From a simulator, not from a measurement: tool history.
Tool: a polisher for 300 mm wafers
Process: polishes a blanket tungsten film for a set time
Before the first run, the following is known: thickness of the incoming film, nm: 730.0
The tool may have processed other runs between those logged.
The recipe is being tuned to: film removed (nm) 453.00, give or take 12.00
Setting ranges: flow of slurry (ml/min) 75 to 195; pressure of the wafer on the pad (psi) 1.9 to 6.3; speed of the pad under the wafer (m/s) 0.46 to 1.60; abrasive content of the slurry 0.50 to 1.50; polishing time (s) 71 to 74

run,day,flow of slurry (ml/min),pressure of the wafer on the pad (psi),speed of the pad under the wafer (m/s),abrasive content of the slurry,polishing time (s),film removed (nm)
1,0.000,125,4.1,1.02,1.00,71,347.60
2,0.025,140,4.1,1.02,1.00,71,356.73
3,0.212,150,4.3,1.02,1.00,71,378.94
4,0.575,175,4.3,1.02,1.00,71,391.83
5,0.908,180,4.5,1.02,1.00,71,412.03
6,1.021,180,4.5,1.02,1.00,71,409.81
7,1.133,180,4.6,1.02,1.00,71,426.60
8,1.233,180,4.7,1.02,1.00,71,429.15

4 next moves are on the table. One of them brings every result within its allowed miss. Which?
A,1.333,195,4.7,1.02,0.90,71,?
B,1.333,180,4.5,1.04,0.90,71,?
C,1.333,195,5.1,0.86,1.15,71,?
D,1.333,195,5.2,0.92,0.85,74,?

move,film removed (nm)
A,427.78
B,412.30
C,415.07
D,447.16
A: lands further from the targets than the last run did
B: lands further from the targets than the last run did
C: lands further from the targets than the last run did
D: in spec on every target
D meets every target.
